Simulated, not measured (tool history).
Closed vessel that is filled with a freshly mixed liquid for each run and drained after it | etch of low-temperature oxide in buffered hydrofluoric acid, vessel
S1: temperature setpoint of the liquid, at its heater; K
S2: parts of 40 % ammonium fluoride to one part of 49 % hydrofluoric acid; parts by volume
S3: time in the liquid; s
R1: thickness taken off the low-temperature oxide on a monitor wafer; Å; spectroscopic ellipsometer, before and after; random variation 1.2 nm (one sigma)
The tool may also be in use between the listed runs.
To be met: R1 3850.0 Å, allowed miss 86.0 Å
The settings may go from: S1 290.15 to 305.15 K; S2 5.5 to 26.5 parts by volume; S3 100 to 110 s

run 1 day=0.000 | S1=297.15 S2=16.0 S3=100 | R1=1805.7
run 2 day=0.233 | S1=299.15 S2=14.5 S3=100 | R1=2201.1
run 3 day=0.504 | S1=295.65 S2=14.5 S3=100 | R1=1819.2
run 4 day=0.679 | S1=297.65 S2=14.5 S3=100 | R1=2040.4
run 5 day=0.842 | S1=297.65 S2=14.5 S3=110 | R1=2242.9
run 6 day=1.079 | S1=299.65 S2=14.0 S3=110 | R1=2585.6
run 7 day=1.246 | S1=301.15 S2=13.5 S3=110 | R1=2910.5
run 8 day=1.412 | S1=302.15 S2=13.0 S3=110 | R1=3170.5

Which of these 5 next moves meets every target?
run A day=1.579 | S1=299.15 S2=14.5 S3=105 | R1=?
run B day=1.579 | S1=302.15 S2=10.0 S3=110 | R1=?
run C day=1.579 | S1=301.65 S2=10.5 S3=100 | R1=?
run D day=1.579 | S1=298.65 S2=8.5 S3=110 | R1=?
run E day=1.579 | S1=300.15 S2=10.5 S3=105 | R1=?

move=A R1=2322.0
move=B R1=4103.2
move=C R1=3464.6
move=D R1=3869.8
move=E R1=3358.8
A: further off than the last run
B: takes the result that was furthest off past its target
C: nearer than the last run, and not there yet
D: meets every target
E: nearer than the last run, and not there yet
Answer: D
